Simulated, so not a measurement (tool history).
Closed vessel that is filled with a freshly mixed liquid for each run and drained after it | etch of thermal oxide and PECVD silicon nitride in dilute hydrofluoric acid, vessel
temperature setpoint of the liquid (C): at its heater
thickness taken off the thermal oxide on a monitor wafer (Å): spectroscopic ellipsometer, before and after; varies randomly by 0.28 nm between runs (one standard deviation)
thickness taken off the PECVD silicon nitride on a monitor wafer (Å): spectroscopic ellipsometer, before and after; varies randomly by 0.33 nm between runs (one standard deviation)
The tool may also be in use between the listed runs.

run  hour  temperature setpoint of the liquid (C)  parts of water to one part of 49 % hydrofluoric acid (parts by volume)  time in the liquid (s)  thickness taken off the thermal oxide on a monitor wafer (Å)  thickness taken off the PECVD silicon nitride on a monitor wafer (Å)
  1   0.0                                    25.0                                                                     255                    1740                                                        308.35                                                                208.76
  2   3.8                                    23.0                                                                     255                    1740                                                        288.36                                                                184.08
  3  12.4                                    23.5                                                                     235                    1720                                                        319.45                                                                200.04
  4  16.8                                    24.5                                                                     220                    1695                                                        354.43                                                                223.21
  5  24.6                                    24.5                                                                     295                    1695                                                        244.76                                                                165.93
  6  33.2                                    25.0                                                                     270                    1670                                                        275.10                                                                183.99
  7  36.9                                    25.5                                                                     250                    1650                                                        303.06                                                                203.90
  8  45.0                                    26.0                                                                     230                    1635                                                        339.66                                                                226.15
  9  47.6                                    29.0                                                                     125                    1465                                                        707.97                                                                450.46
 10  52.3                                    29.0                                                                     130                    1480                                                        681.07                                                                441.92

Run 11 is up next; what results do you expect?
 11  62.0                                    29.0                                                                     135                    1490                                                             ?                                                                     ?

{"run 11": {"thickness taken off the thermal oxide on a monitor wafer (Å)": 661.86, "thickness taken off the PECVD silicon nitride on a monitor wafer (Å)": 425.05}}

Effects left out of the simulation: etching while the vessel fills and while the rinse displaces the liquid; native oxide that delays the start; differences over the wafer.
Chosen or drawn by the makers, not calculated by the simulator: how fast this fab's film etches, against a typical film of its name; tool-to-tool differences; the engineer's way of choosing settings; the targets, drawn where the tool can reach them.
